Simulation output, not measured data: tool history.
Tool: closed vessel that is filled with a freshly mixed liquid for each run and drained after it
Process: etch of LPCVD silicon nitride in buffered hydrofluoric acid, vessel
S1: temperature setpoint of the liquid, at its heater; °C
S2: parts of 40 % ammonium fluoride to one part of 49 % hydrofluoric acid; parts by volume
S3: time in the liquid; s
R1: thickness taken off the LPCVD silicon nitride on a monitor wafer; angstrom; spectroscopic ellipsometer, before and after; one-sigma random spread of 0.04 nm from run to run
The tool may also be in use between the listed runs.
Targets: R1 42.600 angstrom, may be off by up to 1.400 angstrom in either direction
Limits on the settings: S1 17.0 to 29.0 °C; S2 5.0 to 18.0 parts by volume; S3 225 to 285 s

run,hour,S1,S2,S3,R1
1,0.0,21.0,11.0,285,34.573
2,1.1,21.0,12.5,285,30.648
3,9.9,21.5,12.5,285,31.491
4,12.9,22.0,12.5,285,31.975
5,20.1,22.0,15.0,285,27.381
6,21.6,22.0,15.0,225,21.202
7,27.0,22.5,14.5,225,22.685
8,32.8,23.0,14.0,225,23.488
9,34.6,23.0,13.0,225,26.053
10,36.3,23.5,12.5,225,27.589
11,40.9,24.0,12.0,225,29.325
12,48.1,24.5,11.5,225,31.495
13,53.3,25.0,11.0,225,33.784
14,56.0,25.5,11.0,225,34.392
15,62.3,26.0,11.0,225,35.564
16,67.6,26.5,11.0,225,36.463

Which of these 4 next moves meets every target?
A,72.9,23.0,11.0,255,?
B,72.9,20.0,11.0,265,?
C,72.9,29.0,12.0,225,?
D,72.9,27.5,12.0,270,?

move,R1
A,34.247
B,30.136
C,38.346
D,42.494
A: misses by more than the last run did
B: misses by more than the last run did
C: gains on the last run, yet a result remains outside its allowed miss
D: hits every target within its allowed miss
The move that meets every target is D.
